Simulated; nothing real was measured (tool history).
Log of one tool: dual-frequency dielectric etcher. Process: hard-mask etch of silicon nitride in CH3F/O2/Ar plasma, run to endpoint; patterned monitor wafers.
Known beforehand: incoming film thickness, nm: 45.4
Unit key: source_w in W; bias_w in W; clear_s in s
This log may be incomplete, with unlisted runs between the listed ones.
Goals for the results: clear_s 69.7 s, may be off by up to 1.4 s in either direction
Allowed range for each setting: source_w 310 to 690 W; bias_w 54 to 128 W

| run | day | source_w | bias_w | clear_s |
|---|---|---|---|---|
| 1 | 0 | 500 | 91 | 56.03 |
| 2 | 0.346 | 440 | 83 | 61.863 |
| 3 | 0.617 | 470 | 83 | 59.966 |
| 4 | 0.85 | 470 | 90 | 57.798 |
| 5 | 1.071 | 420 | 86 | 62.485 |
| 6 | 1.171 | 460 | 86 | 59.672 |
| 7 | 1.238 | 410 | 85 | 63.001 |
| 8 | 1.525 | 380 | 84 | 66.324 |
| 9 | 1.858 | 370 | 84 | 66.703 |

Pick the move, out of 4, that brings all results within their allowed miss; only one does.
| A | 2.192 | 370 | 77 | ? |
| B | 2.192 | 390 | 85 | ? |
| C | 2.192 | 400 | 87 | ? |
| D | 2.192 | 320 | 108 | ? |

| move | clear_s |
|---|---|
| A | 69.509 |
| B | 64.851 |
| C | 63.422 |
| D | 64.009 |
A: hits every target within its allowed miss
B: its largest miss is bigger than the last run's
C: its largest miss is bigger than the last run's
D: its largest miss is bigger than the last run's
So the answer is move A, the one that meets all the targets.
